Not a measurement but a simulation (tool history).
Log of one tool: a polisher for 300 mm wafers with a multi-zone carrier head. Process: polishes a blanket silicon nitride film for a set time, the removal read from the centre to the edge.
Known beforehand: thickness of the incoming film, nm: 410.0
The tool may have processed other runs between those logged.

run,hour,flow of slurry (ml/min),pressure of the head's centre zone,pressure of the head's middle zone,pressure of the head's edge zone,polishing time (s),film removed at the wafer's centre (nm),film removed at mid-radius (nm),film removed at the wafer's edge (nm)
1,0.0,285,1.00,1.00,1.00,88,115.92,115.46,117.11
2,8.3,295,1.01,1.03,1.01,91,122.17,122.79,120.41
3,16.1,295,1.01,1.07,1.01,91,122.06,127.78,119.73
4,20.9,300,1.02,1.08,1.03,94,128.53,134.28,124.46
5,23.0,300,1.02,1.09,1.04,96,128.08,136.67,130.59
6,24.6,355,1.02,1.09,1.04,96,131.26,137.77,132.24
7,31.4,355,1.03,1.10,1.04,98,137.62,141.39,136.49
8,36.1,350,1.03,1.11,1.04,100,137.30,146.91,136.25
9,40.1,350,1.04,1.12,1.05,102,142.65,149.47,138.23
10,40.9,355,1.04,1.13,1.05,104,145.15,156.54,145.59
11,49.0,355,1.05,1.14,1.05,105,148.51,157.60,143.52
12,56.9,355,1.05,1.15,1.05,106,150.79,159.13,144.30
13,60.2,355,1.05,1.16,1.05,107,151.88,160.78,147.23
14,63.8,355,1.05,1.16,1.04,108,154.20,164.26,147.59
15,68.9,355,1.05,1.16,1.04,109,155.19,166.18,147.53

For run 16, what comes out?
16,70.2,360,1.05,1.16,1.04,109,?,?,?

{"run 16": {"film removed at the wafer's centre (nm)": 154.53, "film removed at mid-radius (nm)": 166.89, "film removed at the wafer's edge (nm)": 149.67}}

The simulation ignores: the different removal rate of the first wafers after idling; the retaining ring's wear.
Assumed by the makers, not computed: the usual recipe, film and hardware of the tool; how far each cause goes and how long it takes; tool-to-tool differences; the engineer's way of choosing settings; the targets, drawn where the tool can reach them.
